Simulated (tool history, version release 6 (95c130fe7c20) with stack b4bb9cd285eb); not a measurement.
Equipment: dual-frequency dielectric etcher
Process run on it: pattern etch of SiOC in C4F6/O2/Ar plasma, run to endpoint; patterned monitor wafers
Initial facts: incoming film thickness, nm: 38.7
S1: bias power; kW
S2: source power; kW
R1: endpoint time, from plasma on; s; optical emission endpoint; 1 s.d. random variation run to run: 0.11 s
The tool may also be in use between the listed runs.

| run | hour | S1 | S2 | R1 |
|---|---|---|---|---|
| 1 | 0 | 0.365 | 0.28 | 14.903 |
| 2 | 7.4 | 0.347 | 0.27 | 15.467 |
| 3 | 9.5 | 0.394 | 0.27 | 14.475 |
| 4 | 12.7 | 0.394 | 0.24 | 15.282 |
| 5 | 17.3 | 0.353 | 0.24 | 16.24 |
| 6 | 21 | 0.343 | 0.24 | 16.155 |
| 7 | 25 | 0.331 | 0.24 | 16.596 |
| 8 | 25.7 | 0.323 | 0.24 | 16.779 |
| 9 | 29.3 | 0.316 | 0.24 | 17.008 |
| 10 | 30.8 | 0.31 | 0.24 | 17.163 |
| 11 | 32.4 | 0.305 | 0.24 | 17.371 |

Run 12 comes next. What will it give?
| 12 | 35 | 0.302 | 0.24 | ? |

R1: 17.182 s

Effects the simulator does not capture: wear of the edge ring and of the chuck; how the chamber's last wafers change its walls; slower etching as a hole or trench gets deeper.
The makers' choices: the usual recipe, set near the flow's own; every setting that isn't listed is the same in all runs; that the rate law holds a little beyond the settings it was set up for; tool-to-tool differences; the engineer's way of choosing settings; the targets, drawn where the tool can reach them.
